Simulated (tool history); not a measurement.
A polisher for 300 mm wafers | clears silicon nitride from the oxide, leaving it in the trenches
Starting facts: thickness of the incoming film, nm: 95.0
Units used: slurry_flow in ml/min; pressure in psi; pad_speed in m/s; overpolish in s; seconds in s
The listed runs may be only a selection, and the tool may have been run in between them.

Run 1, hour 0.0: slurry_flow 175 ml/min, pressure 2.9 psi, pad_speed 1.26 m/s, overpolish 10 s. Result: seconds 89.420 s.
Run 2, hour 1.0: slurry_flow 175 ml/min, pressure 2.9 psi, pad_speed 1.08 m/s, overpolish 10 s. Result: seconds 98.370 s.
Run 3, hour 7.5: slurry_flow 175 ml/min, pressure 2.6 psi, pad_speed 1.08 m/s, overpolish 10 s. Result: seconds 108.920 s.
Run 4, hour 9.7: slurry_flow 155 ml/min, pressure 2.6 psi, pad_speed 1.08 m/s, overpolish 10 s. Result: seconds 109.040 s.
Run 5, hour 15.5: slurry_flow 155 ml/min, pressure 3.3 psi, pad_speed 1.08 m/s, overpolish 10 s. Result: seconds 86.997 s.
Run 6, hour 22.1: slurry_flow 200 ml/min, pressure 3.3 psi, pad_speed 1.08 m/s, overpolish 10 s. Result: seconds 84.395 s.
Run 7, hour 23.5: slurry_flow 200 ml/min, pressure 2.5 psi, pad_speed 1.04 m/s, overpolish 10 s. Result: seconds 113.430 s.
Run 8, hour 24.5: slurry_flow 200 ml/min, pressure 2.4 psi, pad_speed 1.04 m/s, overpolish 10 s. Result: seconds 117.750 s.
Run 9, hour 26.2: slurry_flow 200 ml/min, pressure 2.3 psi, pad_speed 1.04 m/s, overpolish 10 s. Result: seconds 124.660 s.
Run 10, hour 31.0: slurry_flow 200 ml/min, pressure 2.3 psi, pad_speed 1.04 m/s, overpolish 10 s. Result: seconds 120.840 s.
Run 11, hour 36.6: slurry_flow 200 ml/min, pressure 2.2 psi, pad_speed 1.04 m/s, overpolish 10 s. Result: seconds 128.780 s.
Run 12, hour 45.3: slurry_flow 200 ml/min, pressure 2.2 psi, pad_speed 1.04 m/s, overpolish 10 s. Result: seconds 126.430 s.

What will run 13 give?
Run 13, hour 49.2: slurry_flow 200 ml/min, pressure 2.2 psi, pad_speed 1.04 m/s, overpolish 10 s. Result: seconds ?.

seconds: 129.330 s
